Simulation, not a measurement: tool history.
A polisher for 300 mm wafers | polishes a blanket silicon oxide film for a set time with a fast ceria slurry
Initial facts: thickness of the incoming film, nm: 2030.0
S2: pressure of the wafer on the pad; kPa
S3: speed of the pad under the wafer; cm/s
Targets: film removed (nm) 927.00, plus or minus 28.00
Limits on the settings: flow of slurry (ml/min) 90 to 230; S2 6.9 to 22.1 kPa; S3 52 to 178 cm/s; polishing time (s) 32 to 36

Run 1, hour 0.0: flow of slurry (ml/min) 150, S2 14.5 kPa, S3 114 cm/s, polishing time (s) 36. Result: film removed (nm) 564.52.
Run 2, hour 5.1: flow of slurry (ml/min) 155, S2 16.5 kPa, S3 114 cm/s, polishing time (s) 36. Result: film removed (nm) 622.80.
Run 3, hour 5.8: flow of slurry (ml/min) 155, S2 19.3 kPa, S3 114 cm/s, polishing time (s) 36. Result: film removed (nm) 702.21.
Run 4, hour 8.4: flow of slurry (ml/min) 155, S2 19.3 kPa, S3 114 cm/s, polishing time (s) 36. Result: film removed (nm) 700.40.
Run 5, hour 11.7: flow of slurry (ml/min) 160, S2 20.0 kPa, S3 118 cm/s, polishing time (s) 36. Result: film removed (nm) 753.11.
Run 6, hour 16.0: flow of slurry (ml/min) 160, S2 22.1 kPa, S3 118 cm/s, polishing time (s) 36. Result: film removed (nm) 808.03.
Run 7, hour 21.5: flow of slurry (ml/min) 165, S2 22.1 kPa, S3 122 cm/s, polishing time (s) 36. Result: film removed (nm) 842.93.
Run 8, hour 29.5: flow of slurry (ml/min) 165, S2 22.1 kPa, S3 126 cm/s, polishing time (s) 36. Result: film removed (nm) 876.69.
Run 9, hour 37.4: flow of slurry (ml/min) 165, S2 22.1 kPa, S3 128 cm/s, polishing time (s) 36. Result: film removed (nm) 888.73.

Which single option among these 5 for the next run brings every result within its allowed miss of target? Just one does.
Run A, hour 45.3: flow of slurry (ml/min) 155, S2 22.1 kPa, S3 128 cm/s, polishing time (s) 35. Result: film removed (nm) ?.
Run B, hour 45.3: flow of slurry (ml/min) 170, S2 21.4 kPa, S3 132 cm/s, polishing time (s) 32. Result: film removed (nm) ?.
Run C, hour 45.3: flow of slurry (ml/min) 100, S2 22.1 kPa, S3 150 cm/s, polishing time (s) 36. Result: film removed (nm) ?.
Run D, hour 45.3: flow of slurry (ml/min) 190, S2 20.7 kPa, S3 138 cm/s, polishing time (s) 34. Result: film removed (nm) ?.
Run E, hour 45.3: flow of slurry (ml/min) 155, S2 21.4 kPa, S3 130 cm/s, polishing time (s) 35. Result: film removed (nm) ?.

move  film removed (nm)
   A             868.47
   B             809.96
   C             939.81
   D             890.12
   E             858.89
A: the biggest miss grows against the last run
B: the biggest miss grows against the last run
C: all results in spec
D: about as far from the targets as the last run
E: the biggest miss grows against the last run
The right move is C.
